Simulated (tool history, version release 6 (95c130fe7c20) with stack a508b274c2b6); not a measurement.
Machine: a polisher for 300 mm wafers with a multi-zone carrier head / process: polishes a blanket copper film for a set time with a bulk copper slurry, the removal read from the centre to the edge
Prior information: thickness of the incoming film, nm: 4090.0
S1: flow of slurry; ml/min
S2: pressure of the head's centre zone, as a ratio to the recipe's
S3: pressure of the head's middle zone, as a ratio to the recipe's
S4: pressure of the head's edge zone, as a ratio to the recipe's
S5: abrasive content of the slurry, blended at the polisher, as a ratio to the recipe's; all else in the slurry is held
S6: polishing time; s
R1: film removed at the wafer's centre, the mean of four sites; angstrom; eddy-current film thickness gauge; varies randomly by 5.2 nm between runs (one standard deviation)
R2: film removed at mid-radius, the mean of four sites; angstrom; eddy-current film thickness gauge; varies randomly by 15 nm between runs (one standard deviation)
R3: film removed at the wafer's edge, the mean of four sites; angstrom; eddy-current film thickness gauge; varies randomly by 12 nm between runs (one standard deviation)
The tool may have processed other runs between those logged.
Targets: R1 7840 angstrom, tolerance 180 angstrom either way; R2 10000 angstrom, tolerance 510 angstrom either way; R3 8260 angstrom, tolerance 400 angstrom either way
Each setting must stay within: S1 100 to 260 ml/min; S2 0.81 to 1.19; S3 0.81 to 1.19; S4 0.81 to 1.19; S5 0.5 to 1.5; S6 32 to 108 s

Run 1, hour 0: S1 165 ml/min, S2 1, S3 1, S4 1, S5 1, S6 70 s. Result: R1 6779.3 angstrom, R2 6595 angstrom, R3 6526.6 angstrom.
Run 2, hour 1.8: S1 140 ml/min, S2 1, S3 1, S4 1, S5 1, S6 70 s. Result: R1 6479.1 angstrom, R2 6290 angstrom, R3 6293 angstrom.
Run 3, hour 8.1: S1 175 ml/min, S2 0.97, S3 1.07, S4 1.02, S5 1.15, S6 71 s. Result: R1 6977.7 angstrom, R2 7486.9 angstrom, R3 6917.9 angstrom.
Run 4, hour 11.6: S1 175 ml/min, S2 0.97, S3 1.07, S4 1.08, S5 1.15, S6 71 s. Result: R1 6970.3 angstrom, R2 7408.7 angstrom, R3 6996 angstrom.
Run 5, hour 19.4: S1 175 ml/min, S2 0.97, S3 1.07, S4 1.08, S5 1.15, S6 63 s. Result: R1 6112.9 angstrom, R2 6478.1 angstrom, R3 6326.5 angstrom.
Run 6, hour 22.1: S1 195 ml/min, S2 0.95, S3 1.11, S4 1.09, S5 1.25, S6 66 s. Result: R1 6538.9 angstrom, R2 7068.1 angstrom, R3 6706.2 angstrom.
Run 7, hour 24.8: S1 145 ml/min, S2 0.85, S3 1.19, S4 0.99, S5 1.5, S6 85 s. Result: R1 7259.9 angstrom, R2 9979 angstrom, R3 8211.4 angstrom.
Run 8, hour 29.6: S1 160 ml/min, S2 0.86, S3 1.18, S4 0.98, S5 1.5, S6 85 s. Result: R1 7633.6 angstrom, R2 10159 angstrom, R3 8219.2 angstrom.
Run 9, hour 37.2: S1 165 ml/min, S2 0.86, S3 1.17, S4 0.98, S5 1.5, S6 85 s. Result: R1 7578.6 angstrom, R2 9803.9 angstrom, R3 8482.8 angstrom.

4 candidate next runs follow, results not yet known. Just one meets every target within its allowed miss. Identify it.
Run A, hour 44.8: S1 155 ml/min, S2 0.91, S3 1.19, S4 1.02, S5 1.5, S6 84 s. Result: R1 ?, R2 ?, R3 ?.
Run B, hour 44.8: S1 135 ml/min, S2 0.84, S3 1.18, S4 1.02, S5 1.45, S6 90 s. Result: R1 ?, R2 ?, R3 ?.
Run C, hour 44.8: S1 180 ml/min, S2 0.82, S3 1.18, S4 1.01, S5 1.4, S6 87 s. Result: R1 ?, R2 ?, R3 ?.
Run D, hour 44.8: S1 170 ml/min, S2 0.83, S3 1.19, S4 0.99, S5 1.5, S6 83 s. Result: R1 ?, R2 ?, R3 ?.

move      R1      R2      R3
   A    7880  9726.9  8308.8
   B    7474  9972.9  8655.5
   C  7486.7   10161  8631.7
   D  7240.6    9790  8198.1
A: every result within its allowed miss
B: lands further from the targets than the last run did
C: lands further from the targets than the last run did
D: lands further from the targets than the last run did
A meets every target.

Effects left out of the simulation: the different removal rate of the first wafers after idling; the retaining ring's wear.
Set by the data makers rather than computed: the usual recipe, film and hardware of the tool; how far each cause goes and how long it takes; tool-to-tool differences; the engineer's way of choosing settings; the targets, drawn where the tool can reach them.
